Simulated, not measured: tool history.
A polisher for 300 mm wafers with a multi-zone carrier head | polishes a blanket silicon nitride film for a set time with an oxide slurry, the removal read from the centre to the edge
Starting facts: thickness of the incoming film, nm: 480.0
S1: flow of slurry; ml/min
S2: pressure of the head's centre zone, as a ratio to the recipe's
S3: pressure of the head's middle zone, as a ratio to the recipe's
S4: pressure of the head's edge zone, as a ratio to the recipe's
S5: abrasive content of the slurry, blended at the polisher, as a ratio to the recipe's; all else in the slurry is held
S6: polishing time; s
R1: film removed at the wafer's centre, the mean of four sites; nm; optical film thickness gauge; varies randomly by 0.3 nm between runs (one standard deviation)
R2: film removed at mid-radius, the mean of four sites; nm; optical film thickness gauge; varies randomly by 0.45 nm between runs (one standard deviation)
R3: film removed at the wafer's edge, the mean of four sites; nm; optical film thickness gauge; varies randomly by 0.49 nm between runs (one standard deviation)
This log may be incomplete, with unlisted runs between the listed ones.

| run | hour | S1 | S2 | S3 | S4 | S5 | S6 | R1 | R2 | R3 |
|---|---|---|---|---|---|---|---|---|---|---|
| 1 | 0 | 270 | 1 | 1 | 1 | 1 | 50 | 51.864 | 53.425 | 51.941 |
| 2 | 3 | 270 | 1 | 1 | 1.04 | 1 | 50 | 52.504 | 54.477 | 53.913 |
| 3 | 6.8 | 320 | 1 | 1 | 1.04 | 1 | 50 | 52.78 | 54.077 | 53.934 |
| 4 | 13.8 | 320 | 1 | 1 | 1.04 | 1 | 43 | 44.59 | 46.424 | 45.567 |
| 5 | 15.5 | 255 | 1 | 1 | 1.04 | 1 | 43 | 44.251 | 46.181 | 47.087 |
| 6 | 16.1 | 255 | 1 | 1 | 1.09 | 1 | 43 | 43.724 | 46.134 | 46.701 |
| 7 | 20.1 | 270 | 1.03 | 0.99 | 1.06 | 0.9 | 42 | 42.067 | 42.139 | 43.047 |
| 8 | 21.1 | 280 | 1.05 | 0.98 | 1.03 | 0.85 | 42 | 41.817 | 39.651 | 39.714 |

Run 9 comes next. What will it give?
| 9 | 26.9 | 285 | 1.05 | 0.96 | 1.01 | 0.8 | 42 | ? | ? | ? |

Run 9 gave R1 40.101 nm, R2 38.037 nm, R3 37.759 nm.
